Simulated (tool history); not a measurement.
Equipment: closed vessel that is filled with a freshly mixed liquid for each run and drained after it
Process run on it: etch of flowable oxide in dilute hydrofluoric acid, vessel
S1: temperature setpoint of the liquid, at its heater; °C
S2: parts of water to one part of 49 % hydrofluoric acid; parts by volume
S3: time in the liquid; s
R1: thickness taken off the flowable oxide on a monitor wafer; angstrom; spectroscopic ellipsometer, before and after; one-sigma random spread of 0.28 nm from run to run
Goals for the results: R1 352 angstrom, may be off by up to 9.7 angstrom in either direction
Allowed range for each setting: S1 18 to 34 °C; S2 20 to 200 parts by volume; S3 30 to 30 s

run 1 hour=0 | S1=26 S2=110 S3=30 | R1=144.7
run 2 hour=5 | S1=28.5 S2=90 S3=30 | R1=204.12
run 3 hour=9.4 | S1=28.5 S2=130 S3=30 | R1=131.82
run 4 hour=17.3 | S1=28.5 S2=155 S3=30 | R1=106.35
run 5 hour=23.8 | S1=28.5 S2=135 S3=30 | R1=126.66
run 6 hour=24.8 | S1=30.5 S2=110 S3=30 | R1=172.73
run 7 hour=29.3 | S1=31.5 S2=90 S3=30 | R1=227.44
run 8 hour=33.1 | S1=32.5 S2=80 S3=30 | R1=265.91
run 9 hour=35 | S1=33 S2=75 S3=30 | R1=295.24
run 10 hour=41 | S1=33 S2=75 S3=30 | R1=293
run 11 hour=42.6 | S1=34 S2=60 S3=30 | R1=394.28
run 12 hour=44.1 | S1=33.5 S2=60 S3=30 | R1=384.65
run 13 hour=52.5 | S1=33.5 S2=60 S3=30 | R1=384.83
run 14 hour=57.2 | S1=33 S2=60 S3=30 | R1=375.41

Which single option among these 4 for the next run brings every result within its allowed miss of target? Just one does.
run A hour=61.9 | S1=34 S2=55 S3=30 | R1=?
run B hour=61.9 | S1=34 S2=60 S3=30 | R1=?
run C hour=61.9 | S1=31.5 S2=60 S3=30 | R1=?
run D hour=61.9 | S1=32.5 S2=55 S3=30 | R1=?

move=A R1=426.88
move=B R1=388.05
move=C R1=352.88
move=D R1=403.21
A: its largest miss is bigger than the last run's
B: its largest miss is bigger than the last run's
C: all results land within tolerance of their targets
D: its largest miss is bigger than the last run's
Correct choice: C, which meets every target
